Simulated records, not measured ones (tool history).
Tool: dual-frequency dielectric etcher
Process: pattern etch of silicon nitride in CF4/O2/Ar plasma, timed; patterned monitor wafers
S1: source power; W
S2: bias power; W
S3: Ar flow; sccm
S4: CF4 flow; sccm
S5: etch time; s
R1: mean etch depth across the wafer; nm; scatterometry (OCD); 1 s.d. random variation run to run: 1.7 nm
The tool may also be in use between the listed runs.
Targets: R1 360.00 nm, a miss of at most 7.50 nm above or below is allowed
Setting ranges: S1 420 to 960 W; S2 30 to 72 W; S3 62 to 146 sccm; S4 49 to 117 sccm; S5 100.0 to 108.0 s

Run 1, day 0.000: S1 690 W, S2 51 W, S3 104 sccm, S4 83 sccm, S5 108.0 s. Result: R1 280.74 nm.
Run 2, day 0.092: S1 590 W, S2 51 W, S3 104 sccm, S4 83 sccm, S5 108.0 s. Result: R1 247.83 nm.
Run 3, day 0.350: S1 520 W, S2 51 W, S3 104 sccm, S4 83 sccm, S5 108.0 s. Result: R1 222.54 nm.
Run 4, day 0.588: S1 520 W, S2 46 W, S3 104 sccm, S4 83 sccm, S5 108.0 s. Result: R1 214.12 nm.
Run 5, day 0.704: S1 600 W, S2 46 W, S3 104 sccm, S4 83 sccm, S5 108.0 s. Result: R1 241.30 nm.
Run 6, day 0.929: S1 660 W, S2 46 W, S3 104 sccm, S4 83 sccm, S5 108.0 s. Result: R1 262.14 nm.
Run 7, day 1.050: S1 710 W, S2 46 W, S3 104 sccm, S4 83 sccm, S5 108.0 s. Result: R1 276.37 nm.
Run 8, day 1.375: S1 760 W, S2 46 W, S3 104 sccm, S4 83 sccm, S5 108.0 s. Result: R1 289.48 nm.
Run 9, day 1.608: S1 800 W, S2 46 W, S3 104 sccm, S4 83 sccm, S5 108.0 s. Result: R1 304.77 nm.
Run 10, day 1.808: S1 830 W, S2 46 W, S3 104 sccm, S4 83 sccm, S5 108.0 s. Result: R1 314.65 nm.
Run 11, day 2.008: S1 860 W, S2 46 W, S3 104 sccm, S4 83 sccm, S5 108.0 s. Result: R1 323.56 nm.
Run 12, day 2.221: S1 880 W, S2 46 W, S3 104 sccm, S4 83 sccm, S5 108.0 s. Result: R1 329.76 nm.

Exercise: of the 5 proposed moves below, exactly one satisfies all targets within the stated allowed misses. Which move is it?
Run A, day 2.433: S1 960 W, S2 63 W, S3 141 sccm, S4 95 sccm, S5 105.5 s. Result: R1 ?.
Run B, day 2.433: S1 830 W, S2 43 W, S3 94 sccm, S4 77 sccm, S5 100.0 s. Result: R1 ?.
Run C, day 2.433: S1 960 W, S2 49 W, S3 121 sccm, S4 89 sccm, S5 108.0 s. Result: R1 ?.
Run D, day 2.433: S1 960 W, S2 55 W, S3 103 sccm, S4 80 sccm, S5 108.0 s. Result: R1 ?.
Run E, day 2.433: S1 950 W, S2 60 W, S3 109 sccm, S4 78 sccm, S5 105.0 s. Result: R1 ?.

move      R1
   A  383.46
   B  287.36
   C  361.34
   D  380.01
   E  374.56
A: takes the result that was furthest off past its target
B: moves away from the targets compared with the last run
C: meets every target
D: takes the result that was furthest off past its target
E: takes the result that was furthest off past its target
Go with C: it meets all targets.
